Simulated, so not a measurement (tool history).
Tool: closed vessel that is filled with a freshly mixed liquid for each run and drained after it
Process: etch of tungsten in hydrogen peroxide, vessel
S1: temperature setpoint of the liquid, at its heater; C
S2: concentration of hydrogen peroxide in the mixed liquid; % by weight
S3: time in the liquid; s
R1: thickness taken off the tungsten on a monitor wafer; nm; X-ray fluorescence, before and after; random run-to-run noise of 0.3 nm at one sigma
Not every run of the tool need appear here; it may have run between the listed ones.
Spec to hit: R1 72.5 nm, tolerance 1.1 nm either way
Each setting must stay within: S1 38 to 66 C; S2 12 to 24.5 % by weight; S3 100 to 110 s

Run 1, day 0: S1 54 C, S2 16.5 % by weight, S3 100 s. Result: R1 109.7 nm.
Run 2, day 0.283: S1 52 C, S2 16.5 % by weight, S3 100 s. Result: R1 97.344 nm.
Run 3, day 0.525: S1 52 C, S2 14 % by weight, S3 100 s. Result: R1 89.746 nm.
Run 4, day 0.617: S1 52 C, S2 12 % by weight, S3 100 s. Result: R1 82.957 nm.
Run 5, day 0.746: S1 51.5 C, S2 12 % by weight, S3 100 s. Result: R1 80.17 nm.
Run 6, day 0.817: S1 45 C, S2 12 % by weight, S3 100 s. Result: R1 53.464 nm.
Run 7, day 1.183: S1 46.5 C, S2 12 % by weight, S3 100 s. Result: R1 58.911 nm.
Run 8, day 1.45: S1 47.5 C, S2 12 % by weight, S3 100 s. Result: R1 63.092 nm.
Run 9, day 1.812: S1 48 C, S2 12 % by weight, S3 100 s. Result: R1 64.783 nm.
Run 10, day 2.133: S1 50.5 C, S2 12 % by weight, S3 100 s. Result: R1 75.812 nm.
Run 11, day 2.5: S1 49.5 C, S2 12 % by weight, S3 100 s. Result: R1 71.237 nm.

Of the 4 settings listed for the next run, only one would bring every result within its allowed miss of target. Which one?
Run A, day 2.867: S1 48 C, S2 12.5 % by weight, S3 105 s. Result: R1 ?.
Run B, day 2.867: S1 50 C, S2 12.5 % by weight, S3 100 s. Result: R1 ?.
Run C, day 2.867: S1 49.5 C, S2 12.5 % by weight, S3 100 s. Result: R1 ?.
Run D, day 2.867: S1 49 C, S2 12 % by weight, S3 100 s. Result: R1 ?.

move      R1
   A  69.183
   B  74.584
   C  72.318
   D  68.698
A: the biggest miss grows against the last run
B: takes the biggest miss from the last run beyond its target
C: in spec on every target
D: the biggest miss grows against the last run
Answer: C
